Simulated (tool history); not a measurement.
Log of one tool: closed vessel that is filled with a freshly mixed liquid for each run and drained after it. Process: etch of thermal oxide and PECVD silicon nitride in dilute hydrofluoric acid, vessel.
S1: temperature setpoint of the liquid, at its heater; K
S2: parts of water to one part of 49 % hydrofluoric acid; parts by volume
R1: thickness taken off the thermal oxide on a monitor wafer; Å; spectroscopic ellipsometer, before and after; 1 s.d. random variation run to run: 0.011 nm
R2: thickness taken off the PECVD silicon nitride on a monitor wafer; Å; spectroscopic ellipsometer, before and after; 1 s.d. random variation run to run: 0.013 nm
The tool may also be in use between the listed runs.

Run 1, hour 0: S1 296.15 K, S2 195 parts by volume, time in the liquid (s) 200. Result: R1 40.661 Å, R2 33.393 Å.
Run 2, hour 1.6: S1 294.65 K, S2 235 parts by volume, time in the liquid (s) 200. Result: R1 30.358 Å, R2 25.111 Å.
Run 3, hour 6.8: S1 294.65 K, S2 285 parts by volume, time in the liquid (s) 200. Result: R1 23.934 Å, R2 20.875 Å.
Run 4, hour 11.3: S1 294.65 K, S2 285 parts by volume, time in the liquid (s) 260. Result: R1 31.149 Å, R2 27.228 Å.
Run 5, hour 17.3: S1 294.65 K, S2 340 parts by volume, time in the liquid (s) 260. Result: R1 24.785 Å, R2 22.767 Å.
Run 6, hour 24.7: S1 293.15 K, S2 340 parts by volume, time in the liquid (s) 245. Result: R1 22.044 Å, R2 19.241 Å.

Run 7 is up next; what results do you expect?
Run 7, hour 26.1: S1 292.15 K, S2 345 parts by volume, time in the liquid (s) 230. Result: R1 ?, R2 ?.

R1: 19.621 Å
R2: 16.664 Å
